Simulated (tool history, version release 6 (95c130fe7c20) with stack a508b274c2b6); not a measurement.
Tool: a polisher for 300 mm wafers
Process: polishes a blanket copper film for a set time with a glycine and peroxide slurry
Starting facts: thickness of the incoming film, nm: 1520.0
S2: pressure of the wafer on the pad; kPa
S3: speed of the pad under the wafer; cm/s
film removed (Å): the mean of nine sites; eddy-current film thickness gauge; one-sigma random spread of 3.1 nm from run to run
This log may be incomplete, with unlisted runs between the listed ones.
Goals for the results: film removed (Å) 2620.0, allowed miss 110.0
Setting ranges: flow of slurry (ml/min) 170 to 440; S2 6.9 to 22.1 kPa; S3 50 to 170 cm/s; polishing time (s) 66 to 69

Run 1, hour 0.0: flow of slurry (ml/min) 280, S2 14.5 kPa, S3 110 cm/s, polishing time (s) 66. Result: film removed (Å) 3503.0.
Run 2, hour 8.4: flow of slurry (ml/min) 280, S2 13.8 kPa, S3 110 cm/s, polishing time (s) 66. Result: film removed (Å) 3363.5.
Run 3, hour 11.3: flow of slurry (ml/min) 280, S2 13.1 kPa, S3 110 cm/s, polishing time (s) 66. Result: film removed (Å) 3274.0.
Run 4, hour 16.4: flow of slurry (ml/min) 280, S2 12.4 kPa, S3 110 cm/s, polishing time (s) 66. Result: film removed (Å) 3095.6.
Run 5, hour 23.4: flow of slurry (ml/min) 280, S2 12.4 kPa, S3 128 cm/s, polishing time (s) 66. Result: film removed (Å) 3502.9.
Run 6, hour 29.3: flow of slurry (ml/min) 280, S2 15.2 kPa, S3 128 cm/s, polishing time (s) 66. Result: film removed (Å) 4152.9.
Run 7, hour 31.7: flow of slurry (ml/min) 280, S2 14.5 kPa, S3 128 cm/s, polishing time (s) 66. Result: film removed (Å) 3912.5.
Run 8, hour 34.9: flow of slurry (ml/min) 280, S2 13.8 kPa, S3 128 cm/s, polishing time (s) 66. Result: film removed (Å) 3793.2.
Run 9, hour 40.1: flow of slurry (ml/min) 280, S2 13.1 kPa, S3 128 cm/s, polishing time (s) 66. Result: film removed (Å) 3678.3.
Run 10, hour 42.0: flow of slurry (ml/min) 280, S2 12.4 kPa, S3 128 cm/s, polishing time (s) 66. Result: film removed (Å) 3538.4.
Run 11, hour 50.5: flow of slurry (ml/min) 280, S2 11.7 kPa, S3 128 cm/s, polishing time (s) 66. Result: film removed (Å) 3369.0.
Run 12, hour 55.0: flow of slurry (ml/min) 280, S2 11.0 kPa, S3 128 cm/s, polishing time (s) 66. Result: film removed (Å) 3240.2.
Run 13, hour 57.5: flow of slurry (ml/min) 280, S2 6.9 kPa, S3 124 cm/s, polishing time (s) 66. Result: film removed (Å) 2355.4.
Run 14, hour 62.1: flow of slurry (ml/min) 280, S2 7.6 kPa, S3 124 cm/s, polishing time (s) 66. Result: film removed (Å) 2493.8.

Below are 4 possible settings for the next run. Only one of them brings all results inside the allowed miss of their targets. Which is it?
Run A, hour 66.7: flow of slurry (ml/min) 275, S2 6.9 kPa, S3 140 cm/s, polishing time (s) 69. Result: film removed (Å) ?.
Run B, hour 66.7: flow of slurry (ml/min) 255, S2 7.6 kPa, S3 110 cm/s, polishing time (s) 68. Result: film removed (Å) ?.
Run C, hour 66.7: flow of slurry (ml/min) 245, S2 6.9 kPa, S3 118 cm/s, polishing time (s) 69. Result: film removed (Å) ?.
Run D, hour 66.7: flow of slurry (ml/min) 200, S2 7.6 kPa, S3 120 cm/s, polishing time (s) 68. Result: film removed (Å) ?.

move  film removed (Å)
   A            2670.8
   B            2333.4
   C            2340.3
   D            2408.3
A: all results land within tolerance of their targets
B: further off than the last run
C: further off than the last run
D: further off than the last run
Correct choice: A, which meets every target
